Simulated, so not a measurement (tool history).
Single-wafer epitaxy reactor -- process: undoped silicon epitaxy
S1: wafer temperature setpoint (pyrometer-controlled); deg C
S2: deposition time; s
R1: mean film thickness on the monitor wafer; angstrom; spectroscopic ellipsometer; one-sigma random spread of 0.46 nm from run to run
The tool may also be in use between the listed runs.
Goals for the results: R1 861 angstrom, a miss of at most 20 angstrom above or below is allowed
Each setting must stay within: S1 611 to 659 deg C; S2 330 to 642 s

Run 1, day 0: S1 635 deg C, S2 486 s. Result: R1 575.73 angstrom.
Run 2, day 0.058: S1 635 deg C, S2 551 s. Result: R1 652.48 angstrom.
Run 3, day 0.083: S1 635 deg C, S2 482 s. Result: R1 568.61 angstrom.
Run 4, day 0.383: S1 635 deg C, S2 518 s. Result: R1 614.12 angstrom.
Run 5, day 0.588: S1 640 deg C, S2 519 s. Result: R1 686.45 angstrom.
Run 6, day 0.962: S1 643 deg C, S2 520 s. Result: R1 726.01 angstrom.
Run 7, day 1.15: S1 646 deg C, S2 521 s. Result: R1 773.91 angstrom.
Run 8, day 1.488: S1 652 deg C, S2 522 s. Result: R1 887.06 angstrom.

Below are 4 possible settings for the next run. Only one of them brings all results inside the allowed miss of their targets. Which is it?
Run A, day 1.825: S1 654 deg C, S2 521 s. Result: R1 ?.
Run B, day 1.825: S1 654 deg C, S2 525 s. Result: R1 ?.
Run C, day 1.825: S1 649 deg C, S2 537 s. Result: R1 ?.
Run D, day 1.825: S1 653 deg C, S2 541 s. Result: R1 ?.

move      R1
   A  916.44
   B  923.48
   C  852.72
   D  932.42
A: moves away from the targets compared with the last run
B: moves away from the targets compared with the last run
C: every result within its allowed miss
D: moves away from the targets compared with the last run
The right move is C.
